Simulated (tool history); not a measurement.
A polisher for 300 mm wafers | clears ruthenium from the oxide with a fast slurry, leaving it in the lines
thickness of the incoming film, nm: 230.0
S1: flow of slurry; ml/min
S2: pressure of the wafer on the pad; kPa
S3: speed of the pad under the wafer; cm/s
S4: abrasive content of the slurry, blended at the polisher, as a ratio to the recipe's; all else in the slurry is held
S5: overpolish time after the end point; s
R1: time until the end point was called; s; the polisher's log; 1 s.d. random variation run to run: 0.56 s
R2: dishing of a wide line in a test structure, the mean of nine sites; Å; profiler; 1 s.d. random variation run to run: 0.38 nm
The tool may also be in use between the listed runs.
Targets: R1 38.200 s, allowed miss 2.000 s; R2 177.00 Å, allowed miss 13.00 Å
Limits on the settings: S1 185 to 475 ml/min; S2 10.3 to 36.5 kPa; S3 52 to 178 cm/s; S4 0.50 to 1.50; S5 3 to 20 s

run  hour   S1    S2   S3    S4  S5      R1      R2
  1   0.0  305  23.4  114  1.00  10  43.923  480.91
  2   3.3  305  23.4  114  1.00   6  43.679  309.42
  3   7.5  305  23.4  142  1.00   6  38.798  341.74
  4  13.0  305  21.4  142  1.00   6  41.583  304.07
  5  18.6  245  21.4  142  1.00   6  42.607  296.99
  6  25.6  245  18.6  142  1.00   6  48.870  270.80
  7  29.6  225  20.0  154  0.85   5  46.142  238.25
  8  31.3  210  21.4  162  0.75   4  42.725  199.25
  9  37.5  210  22.8  164  0.70   4  41.052  215.68
 10  38.9  200  23.4  168  0.65   4  39.356  216.89
 11  42.0  195  23.4  172  0.60   4  42.822  210.68
 12  49.0  190  23.4  174  0.60   4  40.545  213.16

Below are 4 possible settings for the next run. Only one of them brings all results inside the allowed miss of their targets. Which is it?
  A  56.0  190  26.2  178  0.70   3   ?   ?
  B  56.0  205  25.5  178  0.80   3   ?   ?
  C  56.0  200  24.8  178  0.85   3   ?   ?
  D  56.0  200  23.4  178  0.65   3   ?   ?

move      R1      R2
   A  34.927  189.52
   B  33.967  194.62
   C  34.231  193.19
   D  39.748  167.53
A: meets the target for the result that was furthest off, but another lies outside its allowed miss
B: closes in on the targets versus the last run, not all within tolerance yet
C: closes in on the targets versus the last run, not all within tolerance yet
D: each result inside its tolerance
So the answer is move D, the one that meets all the targets.
